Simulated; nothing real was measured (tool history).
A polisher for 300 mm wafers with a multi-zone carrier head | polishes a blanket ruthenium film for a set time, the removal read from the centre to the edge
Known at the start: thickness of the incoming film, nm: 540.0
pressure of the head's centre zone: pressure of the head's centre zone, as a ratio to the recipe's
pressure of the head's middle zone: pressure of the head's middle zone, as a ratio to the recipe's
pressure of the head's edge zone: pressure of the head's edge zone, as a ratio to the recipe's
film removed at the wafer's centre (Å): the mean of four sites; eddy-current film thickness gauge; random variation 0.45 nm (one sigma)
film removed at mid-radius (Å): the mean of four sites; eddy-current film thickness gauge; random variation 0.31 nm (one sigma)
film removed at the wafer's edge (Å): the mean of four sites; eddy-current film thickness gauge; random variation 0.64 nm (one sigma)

| run | hour | flow of slurry (ml/min) | pressure of the head's centre zone | pressure of the head's middle zone | pressure of the head's edge zone | polishing time (s) | film removed at the wafer's centre (Å) | film removed at mid-radius (Å) | film removed at the wafer's edge (Å) |
|---|---|---|---|---|---|---|---|---|---|
| 1 | 0 | 210 | 1 | 1 | 1 | 82 | 636.9 | 633.39 | 650.22 |
| 2 | 1.7 | 210 | 1 | 1 | 1 | 63 | 484.26 | 485.19 | 507.2 |
| 3 | 6.9 | 210 | 0.99 | 1.01 | 0.99 | 63 | 476.99 | 490.57 | 507.14 |
| 4 | 8.7 | 210 | 0.99 | 1.01 | 0.95 | 63 | 494.71 | 490.77 | 484.8 |
| 5 | 12.9 | 210 | 0.99 | 0.97 | 0.95 | 63 | 492.46 | 477.67 | 481.6 |
| 6 | 16.8 | 210 | 0.99 | 0.97 | 0.88 | 63 | 482.29 | 473.85 | 477.71 |

Forecast run 7:
| 7 | 17.8 | 215 | 0.98 | 0.98 | 0.88 | 63 | ? | ? | ? |

Run 7 gave film removed at the wafer's centre (Å) 487.11, film removed at mid-radius (Å) 488.45, film removed at the wafer's edge (Å) 476.63.
